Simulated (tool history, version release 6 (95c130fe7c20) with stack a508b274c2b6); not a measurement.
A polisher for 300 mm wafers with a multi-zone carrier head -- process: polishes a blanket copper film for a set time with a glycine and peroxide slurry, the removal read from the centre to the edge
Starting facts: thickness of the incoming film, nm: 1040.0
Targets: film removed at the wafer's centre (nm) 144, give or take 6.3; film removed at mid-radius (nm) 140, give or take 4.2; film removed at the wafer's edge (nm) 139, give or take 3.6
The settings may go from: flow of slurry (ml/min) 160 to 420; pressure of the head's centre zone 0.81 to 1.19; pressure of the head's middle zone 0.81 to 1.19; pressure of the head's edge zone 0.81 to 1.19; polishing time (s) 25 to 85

| run | hour | flow of slurry (ml/min) | pressure of the head's centre zone | pressure of the head's middle zone | pressure of the head's edge zone | polishing time (s) | film removed at the wafer's centre (nm) | film removed at mid-radius (nm) | film removed at the wafer's edge (nm) |
|---|---|---|---|---|---|---|---|---|---|
| 1 | 0 | 270 | 1 | 1 | 1 | 55 | 238.49 | 246.81 | 239.64 |
| 2 | 1.5 | 225 | 1 | 1 | 1 | 55 | 235.86 | 237.98 | 238.93 |
| 3 | 10 | 225 | 1 | 1 | 1 | 62 | 264.21 | 269.85 | 267.74 |
| 4 | 18.2 | 235 | 0.99 | 0.98 | 0.97 | 52 | 219.41 | 222.51 | 224 |
| 5 | 23.2 | 235 | 0.99 | 0.98 | 0.89 | 52 | 220.44 | 222.75 | 216.35 |
| 6 | 29.3 | 200 | 0.99 | 0.98 | 0.89 | 52 | 216.14 | 214.9 | 211.62 |
| 7 | 32.2 | 200 | 0.99 | 0.98 | 0.88 | 46 | 195.1 | 195.61 | 187.45 |
| 8 | 35.8 | 195 | 0.98 | 0.96 | 0.87 | 42 | 175.32 | 170.98 | 171.78 |
| 9 | 39.2 | 200 | 0.98 | 0.96 | 0.86 | 39 | 161.93 | 158.57 | 158.36 |
| 10 | 42.5 | 200 | 0.98 | 0.96 | 0.85 | 37 | 154.28 | 150.37 | 149.06 |
| 11 | 44.2 | 200 | 0.98 | 0.96 | 0.84 | 36 | 147.83 | 147.18 | 144.64 |

Which one of the following 4 next-run settings gets every result inside its allowed miss? There is exactly one.
| A | 45.9 | 185 | 0.94 | 0.84 | 0.83 | 38 | ? | ? | ? |
| B | 45.9 | 270 | 0.95 | 0.9 | 0.81 | 34 | ? | ? | ? |
| C | 45.9 | 235 | 0.85 | 0.94 | 0.85 | 39 | ? | ? | ? |
| D | 45.9 | 175 | 0.93 | 1.03 | 0.92 | 38 | ? | ? | ? |

| move | film removed at the wafer's centre (nm) | film removed at mid-radius (nm) | film removed at the wafer's edge (nm) |
|---|---|---|---|
| A | 148.67 | 137.97 | 152.33 |
| B | 142.71 | 137.81 | 140.38 |
| C | 143.64 | 161.22 | 161.84 |
| D | 145.65 | 161.94 | 157.06 |
A: brings the last run's worst result on target, with another outside its allowed miss
B: all results land within tolerance of their targets
C: further off than the last run
D: further off than the last run
Move B is the one to make.

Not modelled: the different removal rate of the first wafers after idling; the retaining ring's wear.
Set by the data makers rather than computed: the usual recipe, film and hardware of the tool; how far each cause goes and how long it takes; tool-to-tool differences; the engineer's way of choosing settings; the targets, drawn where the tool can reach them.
